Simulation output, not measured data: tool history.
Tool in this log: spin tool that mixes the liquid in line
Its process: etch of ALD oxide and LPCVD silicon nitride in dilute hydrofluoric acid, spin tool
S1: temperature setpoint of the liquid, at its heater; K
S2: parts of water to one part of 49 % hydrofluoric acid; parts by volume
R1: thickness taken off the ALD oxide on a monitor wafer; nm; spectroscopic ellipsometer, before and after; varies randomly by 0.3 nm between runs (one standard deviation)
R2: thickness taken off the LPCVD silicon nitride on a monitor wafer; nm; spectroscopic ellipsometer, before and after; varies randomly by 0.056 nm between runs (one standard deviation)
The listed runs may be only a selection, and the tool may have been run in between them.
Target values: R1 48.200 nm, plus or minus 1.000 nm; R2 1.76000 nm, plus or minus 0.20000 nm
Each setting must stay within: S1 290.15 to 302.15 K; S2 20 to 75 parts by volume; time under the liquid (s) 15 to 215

{"run": 1, "hour": 0.0, "S1": 294.15, "S2": 45, "time under the liquid (s)": 110, "R1": 34.692, "R2": 1.2786}
{"run": 2, "hour": 7.7, "S1": 294.15, "S2": 60, "time under the liquid (s)": 110, "R1": 25.518, "R2": 0.87812}
{"run": 3, "hour": 9.6, "S1": 294.15, "S2": 45, "time under the liquid (s)": 110, "R1": 34.933, "R2": 1.2073}
{"run": 4, "hour": 17.3, "S1": 297.15, "S2": 45, "time under the liquid (s)": 110, "R1": 39.022, "R2": 1.5026}
{"run": 5, "hour": 20.5, "S1": 293.65, "S2": 45, "time under the liquid (s)": 110, "R1": 33.595, "R2": 1.1903}
{"run": 6, "hour": 21.2, "S1": 294.15, "S2": 45, "time under the liquid (s)": 110, "R1": 34.851, "R2": 1.1882}
{"run": 7, "hour": 26.3, "S1": 294.65, "S2": 45, "time under the liquid (s)": 110, "R1": 35.54, "R2": 1.2947}
{"run": 8, "hour": 29.7, "S1": 295.15, "S2": 45, "time under the liquid (s)": 110, "R1": 35.908, "R2": 1.2201}
{"run": 9, "hour": 37.9, "S1": 295.65, "S2": 45, "time under the liquid (s)": 110, "R1": 36.606, "R2": 1.3635}
{"run": 10, "hour": 39.9, "S1": 296.65, "S2": 40, "time under the liquid (s)": 110, "R1": 43.391, "R2": 1.6826}
{"run": 11, "hour": 41.7, "S1": 296.65, "S2": 35, "time under the liquid (s)": 110, "R1": 49.962, "R2": 1.8766}

Exercise: of the 4 proposed moves below, exactly one satisfies all targets within the stated allowed misses. Which move is it?
{"run": "A", "hour": 43.5, "S1": 294.15, "S2": 35, "time under the liquid (s)": 125, "R1": "?", "R2": "?"}
{"run": "B", "hour": 43.5, "S1": 294.65, "S2": 35, "time under the liquid (s)": 120, "R1": "?", "R2": "?"}
{"run": "C", "hour": 43.5, "S1": 295.15, "S2": 30, "time under the liquid (s)": 100, "R1": "?", "R2": "?"}
{"run": "D", "hour": 43.5, "S1": 297.15, "S2": 40, "time under the liquid (s)": 120, "R1": "?", "R2": "?"}

move=A R1=51.279 R2=1.75710
move=B R1=50.272 R2=1.74550
move=C R1=50.243 R2=1.74740
move=D R1=48.461 R2=1.81530
A: lands further from the targets than the last run did
B: lands further from the targets than the last run did
C: lands further from the targets than the last run did
D: each result inside its tolerance
So the answer is move D, the one that meets all the targets.
